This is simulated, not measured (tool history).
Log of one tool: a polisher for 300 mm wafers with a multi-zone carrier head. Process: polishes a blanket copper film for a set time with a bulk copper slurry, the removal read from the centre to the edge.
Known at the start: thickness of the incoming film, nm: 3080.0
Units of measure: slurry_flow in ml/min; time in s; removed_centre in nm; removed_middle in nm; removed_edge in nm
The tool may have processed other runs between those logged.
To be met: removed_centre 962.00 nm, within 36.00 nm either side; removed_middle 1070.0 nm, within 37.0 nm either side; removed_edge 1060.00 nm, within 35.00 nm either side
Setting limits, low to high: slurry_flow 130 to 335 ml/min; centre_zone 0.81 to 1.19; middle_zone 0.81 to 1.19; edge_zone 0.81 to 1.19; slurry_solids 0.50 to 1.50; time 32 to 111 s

| run | hour | slurry_flow | centre_zone | middle_zone | edge_zone | slurry_solids | time | removed_centre | removed_middle | removed_edge |
|---|---|---|---|---|---|---|---|---|---|---|
| 1 | 0.0 | 215 | 1.00 | 1.00 | 1.00 | 1.00 | 71 | 911.41 | 912.2 | 921.57 |
| 2 | 7.2 | 215 | 1.00 | 1.00 | 1.00 | 1.00 | 89 | 1138.40 | 1120.1 | 1157.00 |
| 3 | 9.5 | 215 | 1.00 | 1.00 | 1.08 | 1.00 | 89 | 1137.60 | 1148.0 | 1195.10 |
| 4 | 16.4 | 245 | 1.00 | 1.00 | 1.08 | 1.00 | 89 | 1144.30 | 1150.9 | 1204.10 |
| 5 | 17.5 | 245 | 0.98 | 1.01 | 1.06 | 0.95 | 89 | 1148.40 | 1151.0 | 1190.90 |
| 6 | 24.1 | 245 | 0.98 | 1.01 | 1.02 | 0.95 | 89 | 1140.80 | 1144.9 | 1169.30 |
| 7 | 30.0 | 240 | 0.95 | 1.01 | 1.01 | 0.90 | 89 | 1089.20 | 1118.7 | 1149.10 |
| 8 | 37.4 | 235 | 0.94 | 1.02 | 1.00 | 0.90 | 89 | 1060.00 | 1153.5 | 1118.40 |
| 9 | 44.5 | 225 | 0.93 | 1.01 | 1.00 | 0.90 | 89 | 1074.70 | 1132.7 | 1119.90 |
| 10 | 51.1 | 225 | 0.91 | 1.00 | 1.00 | 0.90 | 89 | 1036.60 | 1128.8 | 1141.10 |

Exercise: of the 5 proposed moves below, exactly one satisfies all targets within the stated allowed misses. Which move is it?
| A | 57.7 | 225 | 0.83 | 0.86 | 1.01 | 1.05 | 90 | ? | ? | ? |
| B | 57.7 | 195 | 0.88 | 1.19 | 0.98 | 0.80 | 91 | ? | ? | ? |
| C | 57.7 | 210 | 0.91 | 1.03 | 1.04 | 0.55 | 91 | ? | ? | ? |
| D | 57.7 | 230 | 1.06 | 1.00 | 0.81 | 1.10 | 83 | ? | ? | ? |
| E | 57.7 | 230 | 0.99 | 1.04 | 0.97 | 0.75 | 87 | ? | ? | ? |

| move | removed_centre | removed_middle | removed_edge |
|---|---|---|---|
| A | 971.72 | 1071.1 | 1190.10 |
| B | 968.78 | 1182.3 | 1109.20 |
| C | 952.11 | 1041.9 | 1078.10 |
| D | 1161.60 | 1072.1 | 1014.70 |
| E | 1059.40 | 1067.9 | 1064.40 |
A: its largest miss is bigger than the last run's
B: its largest miss is bigger than the last run's
C: in spec on every target
D: moves the result that the last run missed by most past its target, out the other side
E: the worst result of the last run now meets its target, but another is out of spec
Go with C: it meets all targets.

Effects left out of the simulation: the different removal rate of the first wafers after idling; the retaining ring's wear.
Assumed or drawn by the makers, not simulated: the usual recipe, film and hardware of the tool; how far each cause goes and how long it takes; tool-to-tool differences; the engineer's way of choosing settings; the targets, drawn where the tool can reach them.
